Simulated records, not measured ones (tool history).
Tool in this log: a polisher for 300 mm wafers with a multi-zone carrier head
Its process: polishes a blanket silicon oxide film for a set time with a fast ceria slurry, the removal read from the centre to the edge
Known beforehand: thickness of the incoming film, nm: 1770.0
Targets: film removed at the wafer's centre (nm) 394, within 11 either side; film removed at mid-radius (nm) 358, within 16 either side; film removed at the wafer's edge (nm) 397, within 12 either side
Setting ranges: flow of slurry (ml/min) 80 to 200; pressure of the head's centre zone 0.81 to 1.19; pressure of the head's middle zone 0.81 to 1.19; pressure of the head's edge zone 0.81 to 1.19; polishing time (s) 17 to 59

run,day,flow of slurry (ml/min),pressure of the head's centre zone,pressure of the head's middle zone,pressure of the head's edge zone,polishing time (s),film removed at the wafer's centre (nm),film removed at mid-radius (nm),film removed at the wafer's edge (nm)
1,0,130,1,1,1,38,590.85,589.98,607.8
2,0.283,100,1,1,1,38,549.87,551.79,577.84
3,0.412,100,1,1,0.93,38,542.88,546.62,554.88
4,0.738,100,1,1,0.93,34,480.62,490.68,491.86
5,0.783,100,1,0.98,0.92,33,474.19,460.74,481.99
6,0.9,100,1,0.97,0.91,32,457.18,460.47,468.17
7,1.046,100,1,0.95,0.91,31,447.81,423.85,447.98
8,1.079,100,0.99,0.94,0.9,31,441.3,425.54,454.21
9,1.4,90,1.02,0.89,0.88,25,346.48,317.16,353.55
10,1.529,90,1.02,0.89,0.88,25,344.39,319.14,345.9
11,1.583,95,1.02,0.89,0.89,25,352.37,321.16,354.88
12,1.733,95,1.02,0.89,0.89,25,354.59,320.8,353.09
13,2.021,100,1.01,0.89,0.9,25,361.21,330.58,361.99
14,2.221,105,1.01,0.89,0.91,25,367.73,334.16,372.54
15,2.571,110,1.01,0.89,0.91,25,375.23,335.67,369.14
16,2.638,110,1,0.89,0.91,25,368.24,334.1,373.13
17,2.683,115,1,0.89,0.91,25,375.64,345.77,375.03
18,2.821,115,1,0.89,0.92,25,378.73,345.04,378.01
19,2.862,120,0.99,0.88,0.94,25,379.1,345.53,385.07
20,3.192,125,0.99,0.88,0.95,25,379.6,343.72,390.35

Exercise: of the 5 proposed moves below, exactly one satisfies all targets within the stated allowed misses. Which move is it?
A,3.521,135,0.98,0.82,0.96,25,?,?,?
B,3.521,115,1.08,0.97,0.93,24,?,?,?
C,3.521,120,0.96,0.92,0.96,25,?,?,?
D,3.521,120,1,0.89,0.95,26,?,?,?
E,3.521,130,0.93,1.01,0.93,25,?,?,?

move,film removed at the wafer's centre (nm),film removed at mid-radius (nm),film removed at the wafer's edge (nm)
A,388,327.89,391.61
B,383.5,347.35,359.37
C,369.96,350.29,383.25
D,396.68,354.35,396.77
E,369.87,386.57,382.45
A: brings the last run's worst result on target, with another outside its allowed miss
B: brings the last run's worst result on target, with another outside its allowed miss
C: moves away from the targets compared with the last run
D: in spec on every target
E: moves away from the targets compared with the last run
So the answer is move D, the one that meets all the targets.

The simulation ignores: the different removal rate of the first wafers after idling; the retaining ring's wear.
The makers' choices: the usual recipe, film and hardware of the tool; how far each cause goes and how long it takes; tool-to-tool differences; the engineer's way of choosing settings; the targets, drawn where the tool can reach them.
